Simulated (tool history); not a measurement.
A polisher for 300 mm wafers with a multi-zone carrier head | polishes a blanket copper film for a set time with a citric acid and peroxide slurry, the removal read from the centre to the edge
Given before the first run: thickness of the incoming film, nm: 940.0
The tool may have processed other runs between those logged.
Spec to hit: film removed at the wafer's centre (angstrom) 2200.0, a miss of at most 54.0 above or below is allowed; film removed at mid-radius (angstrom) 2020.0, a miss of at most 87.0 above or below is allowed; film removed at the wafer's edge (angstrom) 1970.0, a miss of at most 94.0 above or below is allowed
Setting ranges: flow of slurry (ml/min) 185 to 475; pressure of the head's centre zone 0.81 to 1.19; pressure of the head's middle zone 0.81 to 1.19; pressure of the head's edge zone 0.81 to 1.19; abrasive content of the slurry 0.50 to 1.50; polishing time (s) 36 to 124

run  hour  flow of slurry (ml/min)  pressure of the head's centre zone  pressure of the head's middle zone  pressure of the head's edge zone  abrasive content of the slurry  polishing time (s)  film removed at the wafer's centre (angstrom)  film removed at mid-radius (angstrom)  film removed at the wafer's edge (angstrom)
  1   0.0                      305                                1.00                                1.00                              1.00                            1.00                  79                                         1791.6                                 1828.1                                       1799.8
  2   4.0                      305                                1.00                                1.00                              0.93                            1.00                  79                                         1799.9                                 1844.7                                       1729.3
  3   5.3                      265                                1.00                                1.00                              0.93                            1.00                  79                                         1767.0                                 1788.4                                       1724.5
  4  14.0                      275                                1.02                                1.00                              0.94                            1.00                  79                                         1818.5                                 1775.9                                       1678.4
  5  19.1                      285                                1.03                                1.00                              0.96                            1.05                  79                                         1861.3                                 1809.5                                       1743.7
  6  26.9                      285                                1.03                                1.00                              1.00                            1.05                  79                                         1851.6                                 1858.2                                       1763.5
  7  28.5                      320                                1.13                                0.96                              1.10                            1.30                  80                                         2178.9                                 1871.2                                       1987.8
  8  32.2                      320                                1.13                                0.97                              1.10                            1.30                  80                                         2197.0                                 1883.2                                       1999.4

Which one of the following 4 next-run settings gets every result inside its allowed miss? There is exactly one.
  A  35.9                      225                                1.16                                0.87                              1.17                            1.25                  81                                              ?                                      ?                                            ?
  B  35.9                      350                                1.15                                1.04                              1.07                            1.10                  82                                              ?                                      ?                                            ?
  C  35.9                      425                                1.13                                0.84                              1.19                            1.30                  79                                              ?                                      ?                                            ?
  D  35.9                      310                                1.16                                0.82                              1.06                            1.30                  79                                              ?                                      ?                                            ?

move  film removed at the wafer's centre (angstrom)  film removed at mid-radius (angstrom)  film removed at the wafer's edge (angstrom)
   A                                         2136.5                                 1681.0                                       2018.8
   B                                         2211.5                                 2003.7                                       1971.5
   C                                         2206.5                                 1723.4                                       2111.4
   D                                         2197.8                                 1646.7                                       1948.9
A: its largest miss is bigger than the last run's
B: every result within its allowed miss
C: its largest miss is bigger than the last run's
D: its largest miss is bigger than the last run's
The move that meets every target is B.
